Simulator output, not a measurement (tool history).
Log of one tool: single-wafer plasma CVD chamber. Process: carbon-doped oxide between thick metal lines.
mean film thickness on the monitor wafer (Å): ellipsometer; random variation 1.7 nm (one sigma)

| run | hour | heater temperature setpoint (°C) | chamber pressure (Pa) | RF power (W) | deposition time (s) | mean film thickness on the monitor wafer (Å) |
|---|---|---|---|---|---|---|
| 1 | 0.0 | 355 | 504 | 520 | 130 | 5843.2 |
| 2 | 4.5 | 355 | 504 | 465 | 130 | 5340.1 |
| 3 | 13.1 | 355 | 504 | 465 | 134 | 5474.9 |
| 4 | 21.0 | 355 | 504 | 535 | 134 | 6180.1 |
| 5 | 26.1 | 358 | 457 | 480 | 134 | 5529.5 |
| 6 | 33.1 | 358 | 457 | 540 | 134 | 6064.9 |
| 7 | 39.5 | 358 | 457 | 540 | 134 | 6089.9 |
| 8 | 47.1 | 361 | 415 | 490 | 134 | 5524.6 |
|  | 50.4 | thermocouple changed; heater temperature recalibrated |
| 9 | 50.4 | 361 | 415 | 490 | 134 | 5588.9 |
| 10 | 53.6 | 362 | 403 | 445 | 134 | 5106.4 |
| 11 | 58.2 | 364 | 375 | 425 | 134 | 4794.1 |
| 12 | 60.4 | 367 | 351 | 420 | 134 | 4700.1 |
| 13 | 63.3 | 369 | 337 | 420 | 134 | 4655.4 |
| 14 | 69.6 | 371 | 327 | 420 | 134 | 4617.0 |

Predict the results of run 15:
| 15 | 71.4 | 372 | 319 | 420 | 134 | ? |

mean film thickness on the monitor wafer (Å): 4618.8

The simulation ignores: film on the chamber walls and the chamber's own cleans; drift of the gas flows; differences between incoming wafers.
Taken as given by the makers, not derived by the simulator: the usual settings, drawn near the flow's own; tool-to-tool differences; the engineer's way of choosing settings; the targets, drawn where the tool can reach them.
